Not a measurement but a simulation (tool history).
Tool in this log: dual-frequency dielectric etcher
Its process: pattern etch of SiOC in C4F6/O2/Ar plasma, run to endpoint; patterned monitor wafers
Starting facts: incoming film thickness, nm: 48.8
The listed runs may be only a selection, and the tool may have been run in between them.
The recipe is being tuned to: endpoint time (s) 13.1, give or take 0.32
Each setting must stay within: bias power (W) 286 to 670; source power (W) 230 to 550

run	day	bias power (W)	source power (W)	endpoint time (s)
1	0	478	390	15.602
2	0.267	523	410	14.79
3	0.442	437	410	15.757
4	0.779	437	480	14.956
# day 0.846: bias power generator calibrated
5	0.846	437	510	14.861
6	0.946	477	520	14.271
7	1.221	503	530	13.969
8	1.592	525	540	13.648
9	1.725	539	540	13.571
10	1.938	539	540	13.511
11	2.075	549	540	13.391

Below are 4 possible settings for the next run. Only one of them brings all results inside the allowed miss of their targets. Which is it?
A	2.212	592	530	?
B	2.212	499	540	?
C	2.212	506	540	?
D	2.212	527	520	?

move	endpoint time (s)
A	13.163
B	13.908
C	13.839
D	13.813
A: all results in spec
B: the biggest miss grows against the last run
C: the biggest miss grows against the last run
D: the biggest miss grows against the last run
A meets every target.
